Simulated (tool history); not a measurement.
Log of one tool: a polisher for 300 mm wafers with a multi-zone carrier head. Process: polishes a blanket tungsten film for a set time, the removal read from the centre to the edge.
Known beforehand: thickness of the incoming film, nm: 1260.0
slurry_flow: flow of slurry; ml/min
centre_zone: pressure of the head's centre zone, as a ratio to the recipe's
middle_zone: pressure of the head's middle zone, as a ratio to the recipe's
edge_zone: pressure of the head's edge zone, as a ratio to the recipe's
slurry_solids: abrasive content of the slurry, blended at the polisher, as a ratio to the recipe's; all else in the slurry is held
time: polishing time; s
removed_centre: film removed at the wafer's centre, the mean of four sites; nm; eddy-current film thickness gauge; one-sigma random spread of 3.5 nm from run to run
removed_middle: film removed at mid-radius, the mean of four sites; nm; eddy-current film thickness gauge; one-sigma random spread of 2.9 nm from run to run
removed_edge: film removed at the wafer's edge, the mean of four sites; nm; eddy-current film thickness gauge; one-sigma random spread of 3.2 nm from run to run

Run 1, hour 0.0: slurry_flow 165 ml/min, centre_zone 1.00, middle_zone 1.00, edge_zone 1.00, slurry_solids 1.00, time 88 s. Result: removed_centre 316.81 nm, removed_middle 340.43 nm, removed_edge 335.78 nm.
Run 2, hour 4.8: slurry_flow 165 ml/min, centre_zone 1.00, middle_zone 1.00, edge_zone 1.05, slurry_solids 1.00, time 88 s. Result: removed_centre 323.36 nm, removed_middle 341.01 nm, removed_edge 354.97 nm.
Run 3, hour 5.8: slurry_flow 165 ml/min, centre_zone 1.00, middle_zone 1.00, edge_zone 1.05, slurry_solids 1.00, time 98 s. Result: removed_centre 353.69 nm, removed_middle 376.86 nm, removed_edge 396.38 nm.
Run 4, hour 7.8: slurry_flow 155 ml/min, centre_zone 0.95, middle_zone 0.99, edge_zone 1.01, slurry_solids 0.95, time 98 s. Result: removed_centre 323.22 nm, removed_middle 373.27 nm, removed_edge 370.27 nm.
Run 5, hour 8.9: slurry_flow 145 ml/min, centre_zone 0.92, middle_zone 0.96, edge_zone 0.99, slurry_solids 0.90, time 98 s. Result: removed_centre 310.29 nm, removed_middle 350.23 nm, removed_edge 364.82 nm.
Run 6, hour 11.8: slurry_flow 140 ml/min, centre_zone 0.89, middle_zone 0.96, edge_zone 0.97, slurry_solids 0.85, time 98 s. Result: removed_centre 300.49 nm, removed_middle 348.98 nm, removed_edge 361.91 nm.
Run 7, hour 12.8: slurry_flow 135 ml/min, centre_zone 0.87, middle_zone 0.97, edge_zone 0.95, slurry_solids 0.80, time 97 s. Result: removed_centre 280.36 nm, removed_middle 345.06 nm, removed_edge 343.87 nm.

Run 8 has not been measured yet. What should we expect?
Run 8, hour 20.7: slurry_flow 130 ml/min, centre_zone 0.86, middle_zone 0.97, edge_zone 0.93, slurry_solids 0.75, time 97 s. Result: removed_centre ?, removed_middle ?, removed_edge ?.

For run 8 the tool returned removed_centre 279.19 nm, removed_middle 330.38 nm, removed_edge 339.25 nm.

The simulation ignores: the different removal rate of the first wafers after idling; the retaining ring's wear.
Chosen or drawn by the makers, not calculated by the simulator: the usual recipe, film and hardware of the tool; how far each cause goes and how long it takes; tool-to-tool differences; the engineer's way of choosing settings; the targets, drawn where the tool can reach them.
